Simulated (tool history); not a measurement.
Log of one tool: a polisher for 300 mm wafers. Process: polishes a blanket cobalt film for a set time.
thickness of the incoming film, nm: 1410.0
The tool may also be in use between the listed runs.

run    day  flow of slurry (ml/min)  pressure of the wafer on the pad (psi)  speed of the pad under the wafer (m/s)  polishing time (s)  film removed (nm)
  1  0.000                      220                                     2.2                                    1.14                  42             318.48
  2  0.371                      220                                     2.4                                    1.14                  42             348.35
  3  0.396                      220                                     2.4                                    1.14                  38             312.77
  4  0.571                      220                                     2.4                                    1.14                  38             312.66
  5  0.921                      220                                     2.6                                    1.14                  38             340.76
  6  1.029                      250                                     2.6                                    1.14                  38             345.37
  7  1.242                      250                                     2.4                                    1.10                  38             306.05
  8  1.333                      250                                     2.2                                    1.06                  38             274.49
  9  1.575                      250                                     2.1                                    1.02                  38             248.73
 10  1.800                      250                                     2.0                                    1.00                  38             235.43
 11  2.162                      250                                     1.9                                    0.98                  38             223.66
 12  2.354                      250                                     1.8                                    0.96                  38             208.22
 13  2.546                      250                                     1.7                                    0.94                  38             190.41
 14  2.888                      250                                     1.6                                    0.94                  38             178.63
 15  3.096                      250                                     1.5                                    0.94                  38             170.17
 16  3.358                      250                                     1.4                                    0.94                  38             156.38
 17  3.717                      240                                     1.2                                    0.94                  38             135.47
 18  3.817                      210                                     1.1                                    0.94                  38             123.33
 19  4.012                      210                                     1.1                                    0.94                  38             124.30
 20  4.158                      220                                     1.1                                    0.94                  38             122.76

Run 21 comes next. What will it give?
 21  4.246                      220                                     1.2                                    0.94                  38                  ?

{"run 21": {"film removed (nm)": 132.31}}

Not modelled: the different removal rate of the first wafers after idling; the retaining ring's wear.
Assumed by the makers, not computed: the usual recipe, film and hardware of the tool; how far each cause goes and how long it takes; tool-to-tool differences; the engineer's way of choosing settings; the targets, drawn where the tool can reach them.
